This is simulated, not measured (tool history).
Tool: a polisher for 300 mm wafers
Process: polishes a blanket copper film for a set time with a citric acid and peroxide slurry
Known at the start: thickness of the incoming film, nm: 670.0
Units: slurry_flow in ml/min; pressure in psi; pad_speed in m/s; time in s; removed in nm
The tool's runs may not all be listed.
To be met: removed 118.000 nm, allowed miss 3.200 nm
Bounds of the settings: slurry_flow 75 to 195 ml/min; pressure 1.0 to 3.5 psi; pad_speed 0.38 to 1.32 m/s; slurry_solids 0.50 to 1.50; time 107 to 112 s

{"run": 1, "hour": 0.0, "slurry_flow": 125, "pressure": 2.2, "pad_speed": 0.84, "slurry_solids": 1.0, "time": 107, "removed": 171.6}
{"run": 2, "hour": 7.4, "slurry_flow": 105, "pressure": 2.2, "pad_speed": 0.84, "slurry_solids": 1.0, "time": 107, "removed": 161.06}
{"run": 3, "hour": 9.4, "slurry_flow": 80, "pressure": 2.2, "pad_speed": 0.84, "slurry_solids": 1.0, "time": 107, "removed": 152.82}
{"run": 4, "hour": 17.1, "slurry_flow": 80, "pressure": 2.2, "pad_speed": 1.02, "slurry_solids": 1.0, "time": 107, "removed": 173.91}
{"run": 5, "hour": 24.4, "slurry_flow": 80, "pressure": 2.2, "pad_speed": 1.14, "slurry_solids": 1.0, "time": 107, "removed": 192.76}
{"run": 6, "hour": 32.8, "slurry_flow": 80, "pressure": 2.0, "pad_speed": 1.14, "slurry_solids": 1.0, "time": 107, "removed": 176.83}
{"run": 7, "hour": 41.4, "slurry_flow": 80, "pressure": 2.0, "pad_speed": 1.14, "slurry_solids": 1.0, "time": 107, "removed": 177.21}
{"run": 8, "hour": 48.2, "slurry_flow": 80, "pressure": 1.9, "pad_speed": 1.14, "slurry_solids": 1.0, "time": 107, "removed": 170.66}
{"run": 9, "hour": 52.9, "slurry_flow": 80, "pressure": 1.8, "pad_speed": 1.14, "slurry_solids": 1.0, "time": 107, "removed": 163.65}
{"run": 10, "hour": 61.5, "slurry_flow": 80, "pressure": 1.7, "pad_speed": 1.14, "slurry_solids": 1.0, "time": 107, "removed": 154.74}
{"run": 11, "hour": 65.9, "slurry_flow": 80, "pressure": 1.6, "pad_speed": 1.14, "slurry_solids": 1.0, "time": 107, "removed": 148.43}
{"run": 12, "hour": 73.2, "slurry_flow": 80, "pressure": 1.5, "pad_speed": 1.14, "slurry_solids": 1.0, "time": 107, "removed": 141.12}
{"run": 13, "hour": 81.0, "slurry_flow": 80, "pressure": 1.4, "pad_speed": 1.14, "slurry_solids": 1.0, "time": 107, "removed": 132.28}
{"run": 14, "hour": 81.5, "slurry_flow": 75, "pressure": 1.1, "pad_speed": 1.14, "slurry_solids": 1.0, "time": 107, "removed": 109.01}
{"run": 15, "hour": 83.0, "slurry_flow": 80, "pressure": 1.1, "pad_speed": 1.14, "slurry_solids": 1.0, "time": 107, "removed": 109.95}

Which of these 4 next moves meets every target?
{"run": "A", "hour": 84.5, "slurry_flow": 90, "pressure": 1.1, "pad_speed": 0.94, "slurry_solids": 1.0, "time": 109, "removed": "?"}
{"run": "B", "hour": 84.5, "slurry_flow": 120, "pressure": 1.3, "pad_speed": 1.06, "slurry_solids": 0.8, "time": 107, "removed": "?"}
{"run": "C", "hour": 84.5, "slurry_flow": 75, "pressure": 1.2, "pad_speed": 1.14, "slurry_solids": 1.0, "time": 109, "removed": "?"}
{"run": "D", "hour": 84.5, "slurry_flow": 90, "pressure": 1.1, "pad_speed": 1.0, "slurry_solids": 1.05, "time": 108, "removed": "?"}

move=A removed=99.793
move=B removed=123.700
move=C removed=116.020
move=D removed=105.080
A: further off than the last run
B: takes the result that was furthest off past its target
C: meets every target
D: further off than the last run
The right move is C.
